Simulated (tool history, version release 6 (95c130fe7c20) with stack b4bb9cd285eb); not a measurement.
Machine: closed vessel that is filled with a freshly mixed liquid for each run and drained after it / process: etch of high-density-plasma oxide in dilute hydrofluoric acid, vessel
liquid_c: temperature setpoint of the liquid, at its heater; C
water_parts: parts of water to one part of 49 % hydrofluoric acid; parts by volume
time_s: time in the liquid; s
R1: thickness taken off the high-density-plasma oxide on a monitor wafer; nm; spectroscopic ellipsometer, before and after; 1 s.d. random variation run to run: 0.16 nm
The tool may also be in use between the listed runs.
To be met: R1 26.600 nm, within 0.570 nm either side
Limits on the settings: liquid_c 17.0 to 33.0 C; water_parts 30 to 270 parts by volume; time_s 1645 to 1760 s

run 1 day=0.000 | liquid_c=25.0 water_parts=150 time_s=1645 | R1=52.844
run 2 day=0.138 | liquid_c=23.0 water_parts=160 time_s=1645 | R1=45.058
run 3 day=0.392 | liquid_c=21.5 water_parts=170 time_s=1645 | R1=40.204
run 4 day=0.458 | liquid_c=21.5 water_parts=195 time_s=1645 | R1=33.561
run 5 day=0.696 | liquid_c=21.5 water_parts=195 time_s=1760 | R1=36.278
run 6 day=1.062 | liquid_c=24.5 water_parts=195 time_s=1760 | R1=40.492
run 7 day=1.350 | liquid_c=23.0 water_parts=200 time_s=1760 | R1=36.961
run 8 day=1.612 | liquid_c=21.5 water_parts=205 time_s=1760 | R1=34.077
run 9 day=1.742 | liquid_c=20.5 water_parts=210 time_s=1760 | R1=32.175
run 10 day=1.850 | liquid_c=19.5 water_parts=215 time_s=1760 | R1=29.698

Exactly one of the 4 candidate moves below puts every result within its allowed miss. Which one?
run A day=1.958 | liquid_c=20.0 water_parts=230 time_s=1685 | R1=?
run B day=1.958 | liquid_c=21.5 water_parts=205 time_s=1760 | R1=?
run C day=1.958 | liquid_c=19.5 water_parts=225 time_s=1735 | R1=?
run D day=1.958 | liquid_c=17.0 water_parts=200 time_s=1675 | R1=?

move=A R1=26.962
move=B R1=34.275
move=C R1=27.976
move=D R1=28.205
A: hits every target within its allowed miss
B: further off than the last run
C: moves toward the targets from the last run without getting all of them in spec
D: moves toward the targets from the last run without getting all of them in spec
The right move is A.
